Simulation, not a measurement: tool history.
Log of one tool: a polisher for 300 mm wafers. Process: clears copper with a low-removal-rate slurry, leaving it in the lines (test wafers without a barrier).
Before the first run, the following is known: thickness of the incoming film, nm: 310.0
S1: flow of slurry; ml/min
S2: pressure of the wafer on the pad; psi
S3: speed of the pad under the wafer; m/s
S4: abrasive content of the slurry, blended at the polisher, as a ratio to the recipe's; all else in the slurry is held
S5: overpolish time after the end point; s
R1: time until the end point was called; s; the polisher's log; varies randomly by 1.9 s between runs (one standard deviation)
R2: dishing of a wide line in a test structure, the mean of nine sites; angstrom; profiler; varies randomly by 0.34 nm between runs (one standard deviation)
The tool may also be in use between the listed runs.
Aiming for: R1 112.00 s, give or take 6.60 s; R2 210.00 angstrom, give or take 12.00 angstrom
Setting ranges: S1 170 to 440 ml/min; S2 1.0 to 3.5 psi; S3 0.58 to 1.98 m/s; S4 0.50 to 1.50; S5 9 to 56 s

run,hour,S1,S2,S3,S4,S5,R1,R2
1,0.0,280,2.2,1.28,1.00,29,101.94,635.22
2,2.1,280,1.9,1.36,1.00,23,108.70,494.84
3,2.8,265,1.6,1.46,0.90,19,116.87,381.48
4,5.0,240,1.4,1.58,0.80,16,132.87,309.38
5,9.4,265,1.3,1.70,0.70,14,129.40,267.86
6,15.7,300,1.3,1.76,0.65,13,127.96,252.71
7,19.8,300,1.3,1.76,0.65,13,129.13,257.70
8,21.6,340,1.3,1.82,0.60,12,121.11,253.60
9,30.6,370,1.2,1.86,0.55,11,135.21,216.72

Which of these 4 next moves meets every target?
A,39.6,355,1.8,1.28,0.50,9,?,?
B,39.6,340,1.1,1.98,0.65,9,?,?
C,39.6,400,1.2,1.90,0.55,9,?,?
D,39.6,370,1.5,1.84,0.50,9,?,?

move,R1,R2
A,134.35,182.86
B,128.62,187.88
C,126.66,191.08
D,110.36,218.50
A: just as far off the targets as the last run
B: nearer the targets than the last run, but a result is still out of spec
C: nearer the targets than the last run, but a result is still out of spec
D: in spec on every target
The right move is D.
